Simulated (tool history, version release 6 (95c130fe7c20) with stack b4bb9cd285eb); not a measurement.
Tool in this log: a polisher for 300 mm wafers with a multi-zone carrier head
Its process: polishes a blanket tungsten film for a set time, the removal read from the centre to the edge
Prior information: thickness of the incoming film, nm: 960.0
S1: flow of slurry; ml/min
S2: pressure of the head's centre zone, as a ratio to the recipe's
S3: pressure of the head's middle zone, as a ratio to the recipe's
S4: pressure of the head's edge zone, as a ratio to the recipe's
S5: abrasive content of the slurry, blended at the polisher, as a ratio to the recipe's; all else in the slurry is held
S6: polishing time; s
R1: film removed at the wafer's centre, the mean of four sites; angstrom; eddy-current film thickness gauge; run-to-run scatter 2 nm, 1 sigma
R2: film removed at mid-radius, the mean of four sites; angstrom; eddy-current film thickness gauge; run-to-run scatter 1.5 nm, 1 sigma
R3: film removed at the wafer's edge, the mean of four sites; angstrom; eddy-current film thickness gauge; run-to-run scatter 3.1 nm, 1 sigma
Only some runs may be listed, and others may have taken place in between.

run,hour,S1,S2,S3,S4,S5,S6,R1,R2,R3
1,0.0,300,1.00,1.00,1.00,1.00,67,3103.9,3067.0,3211.5
2,4.9,295,0.96,1.01,0.97,0.85,64,2697.4,2884.1,2866.0
3,6.2,290,0.93,0.99,0.94,0.75,63,2544.4,2630.7,2730.7
4,7.8,290,0.96,0.99,0.94,0.75,63,2638.9,2684.0,2676.4
5,13.2,285,0.92,1.01,0.92,0.70,62,2427.0,2597.4,2627.1
6,18.2,285,0.90,1.03,0.90,0.65,60,2254.6,2523.2,2485.1

Run 7 comes next. What will it give?
7,22.4,285,0.90,1.03,0.90,0.65,60,?,?,?

{"run 7": {"R1": 2294.7, "R2": 2513.9, "R3": 2514.4}}

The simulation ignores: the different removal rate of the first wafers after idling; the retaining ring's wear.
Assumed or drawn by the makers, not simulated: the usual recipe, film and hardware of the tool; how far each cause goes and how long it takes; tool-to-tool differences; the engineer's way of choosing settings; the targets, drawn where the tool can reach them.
